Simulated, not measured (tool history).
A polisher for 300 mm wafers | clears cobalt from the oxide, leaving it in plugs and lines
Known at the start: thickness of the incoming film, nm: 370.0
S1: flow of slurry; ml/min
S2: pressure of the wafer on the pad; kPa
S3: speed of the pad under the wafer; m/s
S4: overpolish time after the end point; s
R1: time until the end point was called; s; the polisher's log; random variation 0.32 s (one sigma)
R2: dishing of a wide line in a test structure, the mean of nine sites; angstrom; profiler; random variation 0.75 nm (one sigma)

| run | day | S1 | S2 | S3 | S4 | R1 | R2 |
|---|---|---|---|---|---|---|---|
| 1 | 0.000 | 210 | 15.2 | 1.22 | 18 | 56.432 | 384.35 |
| 2 | 0.138 | 260 | 15.2 | 1.22 | 18 | 55.360 | 385.93 |
| 3 | 0.362 | 260 | 15.2 | 1.22 | 10 | 53.980 | 333.89 |
| 4 | 0.571 | 260 | 15.2 | 1.22 | 15 | 54.449 | 381.00 |
| 5 | 0.942 | 260 | 16.5 | 1.22 | 15 | 49.986 | 379.02 |
| 6 | 1.175 | 260 | 16.5 | 0.94 | 15 | 64.618 | 353.21 |
| 7 | 1.325 | 260 | 17.9 | 0.98 | 15 | 60.428 | 363.64 |
| 8 | 1.404 | 260 | 19.3 | 1.06 | 14 | 52.716 | 366.57 |
| 9 | 1.600 | 265 | 20.0 | 1.12 | 14 | 48.082 | 372.70 |
| 10 | 1.829 | 265 | 20.7 | 1.16 | 14 | 45.142 | 383.56 |
| 11 | 2.175 | 265 | 21.4 | 1.20 | 14 | 44.208 | 394.36 |
| 12 | 2.200 | 265 | 22.1 | 1.26 | 13 | 40.513 | 394.04 |
| 13 | 2.267 | 270 | 22.8 | 1.30 | 13 | 38.255 | 400.03 |
| 14 | 2.388 | 270 | 22.8 | 1.34 | 13 | 36.954 | 391.45 |
| 15 | 2.479 | 270 | 22.8 | 1.36 | 13 | 36.481 | 402.88 |

Run 16 comes next. What will it give?
| 16 | 2.808 | 270 | 22.8 | 1.38 | 13 | ? | ? |

Run 16 gave R1 35.590 s, R2 402.13 angstrom.

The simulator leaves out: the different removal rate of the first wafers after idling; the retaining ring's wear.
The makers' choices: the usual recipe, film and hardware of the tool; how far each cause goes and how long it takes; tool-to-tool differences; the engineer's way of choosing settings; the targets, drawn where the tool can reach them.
